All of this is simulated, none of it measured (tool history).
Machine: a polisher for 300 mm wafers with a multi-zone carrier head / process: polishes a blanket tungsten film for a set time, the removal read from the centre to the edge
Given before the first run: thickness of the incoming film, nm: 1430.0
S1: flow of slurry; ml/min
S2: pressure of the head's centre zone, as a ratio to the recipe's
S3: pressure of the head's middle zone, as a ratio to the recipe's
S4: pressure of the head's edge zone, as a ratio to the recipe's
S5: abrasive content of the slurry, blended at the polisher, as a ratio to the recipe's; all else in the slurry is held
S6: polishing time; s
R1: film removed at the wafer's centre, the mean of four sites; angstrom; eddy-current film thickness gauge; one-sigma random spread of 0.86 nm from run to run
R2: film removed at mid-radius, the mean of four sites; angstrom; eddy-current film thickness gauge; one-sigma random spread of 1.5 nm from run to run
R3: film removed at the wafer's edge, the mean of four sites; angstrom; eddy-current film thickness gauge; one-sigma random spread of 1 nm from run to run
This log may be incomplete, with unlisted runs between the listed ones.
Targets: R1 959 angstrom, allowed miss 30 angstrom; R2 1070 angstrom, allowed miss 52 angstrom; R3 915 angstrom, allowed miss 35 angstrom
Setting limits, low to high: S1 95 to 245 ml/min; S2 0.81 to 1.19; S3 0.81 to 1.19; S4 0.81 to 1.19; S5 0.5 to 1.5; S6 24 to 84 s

{"run": 1, "hour": 0.0, "S1": 155, "S2": 1, "S3": 1, "S4": 1, "S5": 1, "S6": 54, "R1": 1733.5, "R2": 1824.8, "R3": 1903.3}
{"run": 2, "hour": 0.7, "S1": 155, "S2": 1, "S3": 1, "S4": 1.06, "S5": 1, "S6": 54, "R1": 1755.3, "R2": 1853, "R3": 1922.2}
{"run": 3, "hour": 2.9, "S1": 150, "S2": 1.02, "S3": 1.03, "S4": 1.04, "S5": 0.95, "S6": 50, "R1": 1624.8, "R2": 1741.8, "R3": 1742.8}
{"run": 4, "hour": 6.6, "S1": 150, "S2": 1.02, "S3": 1.03, "S4": 1.04, "S5": 0.95, "S6": 40, "R1": 1300, "R2": 1375.9, "R3": 1402.2}
{"run": 5, "hour": 12.8, "S1": 150, "S2": 1.03, "S3": 1.05, "S4": 1.03, "S5": 0.9, "S6": 38, "R1": 1238.2, "R2": 1334.9, "R3": 1316}
{"run": 6, "hour": 18.2, "S1": 150, "S2": 0.96, "S3": 1.05, "S4": 1.03, "S5": 0.9, "S6": 38, "R1": 1170.4, "R2": 1327.8, "R3": 1311.6}
{"run": 7, "hour": 24.1, "S1": 150, "S2": 0.98, "S3": 1.06, "S4": 1.01, "S5": 0.85, "S6": 37, "R1": 1137.8, "R2": 1274.4, "R3": 1246.8}
{"run": 8, "hour": 24.8, "S1": 150, "S2": 0.99, "S3": 1.07, "S4": 0.99, "S5": 0.8, "S6": 36, "R1": 1095.4, "R2": 1230, "R3": 1204.7}
{"run": 9, "hour": 26.0, "S1": 155, "S2": 1.01, "S3": 1.09, "S4": 0.97, "S5": 0.75, "S6": 35, "R1": 1080.6, "R2": 1221.3, "R3": 1121}
{"run": 10, "hour": 34.6, "S1": 155, "S2": 1.01, "S3": 1.09, "S4": 0.95, "S5": 0.7, "S6": 35, "R1": 1071, "R2": 1235.2, "R3": 1110.6}
{"run": 11, "hour": 42.9, "S1": 155, "S2": 1.02, "S3": 1.09, "S4": 0.94, "S5": 0.65, "S6": 34, "R1": 1042, "R2": 1166.3, "R3": 1057.9}
{"run": 12, "hour": 46.6, "S1": 150, "S2": 1.02, "S3": 1.09, "S4": 0.93, "S5": 0.65, "S6": 34, "R1": 1032.7, "R2": 1167.1, "R3": 1035.7}
{"run": 13, "hour": 47.3, "S1": 145, "S2": 1.02, "S3": 1.09, "S4": 0.92, "S5": 0.65, "S6": 34, "R1": 1031.1, "R2": 1130.8, "R3": 1042.3}
{"run": 14, "hour": 53.6, "S1": 155, "S2": 1.04, "S3": 1.16, "S4": 0.83, "S5": 0.5, "S6": 30, "R1": 901.73, "R2": 1056.2, "R3": 855.67}
{"run": 15, "hour": 58.8, "S1": 160, "S2": 1.04, "S3": 1.15, "S4": 0.84, "S5": 0.5, "S6": 30, "R1": 903.68, "R2": 1028.8, "R3": 847.28}
{"run": 16, "hour": 60.0, "S1": 160, "S2": 1.04, "S3": 1.15, "S4": 0.85, "S5": 0.5, "S6": 30, "R1": 919.63, "R2": 1038.4, "R3": 855.09}
{"run": 17, "hour": 62.6, "S1": 160, "S2": 1.04, "S3": 1.15, "S4": 0.86, "S5": 0.5, "S6": 30, "R1": 904.31, "R2": 1047.1, "R3": 875.82}
{"run": 18, "hour": 66.2, "S1": 160, "S2": 1.04, "S3": 1.15, "S4": 0.87, "S5": 0.5, "S6": 30, "R1": 917.57, "R2": 1027.4, "R3": 891.33}

Pick the move, out of 5, that brings all results within their allowed miss; only one does.
{"run": "A", "hour": 69.8, "S1": 170, "S2": 0.98, "S3": 1.09, "S4": 0.84, "S5": 0.5, "S6": 31, "R1": "?", "R2": "?", "R3": "?"}
{"run": "B", "hour": 69.8, "S1": 160, "S2": 1, "S3": 1.16, "S4": 0.92, "S5": 0.55, "S6": 30, "R1": "?", "R2": "?", "R3": "?"}
{"run": "C", "hour": 69.8, "S1": 185, "S2": 1.07, "S3": 1.17, "S4": 0.92, "S5": 0.95, "S6": 27, "R1": "?", "R2": "?", "R3": "?"}
{"run": "D", "hour": 69.8, "S1": 175, "S2": 1.16, "S3": 1.02, "S4": 0.97, "S5": 0.5, "S6": 29, "R1": "?", "R2": "?", "R3": "?"}
{"run": "E", "hour": 69.8, "S1": 150, "S2": 1, "S3": 1.18, "S4": 0.81, "S5": 0.6, "S6": 30, "R1": "?", "R2": "?", "R3": "?"}

move=A R1=895.25 R2=1028.4 R3=905.2
move=B R1=886.64 R2=1053.5 R3=918.2
move=C R1=969.19 R2=1079.2 R3=927.34
move=D R1=998.96 R2=912.99 R3=909
move=E R1=886.22 R2=1070.5 R3=870.97
A: lands further from the targets than the last run did
B: lands further from the targets than the last run did
C: all results in spec
D: takes the biggest miss from the last run beyond its target
E: lands further from the targets than the last run did
Answer: C
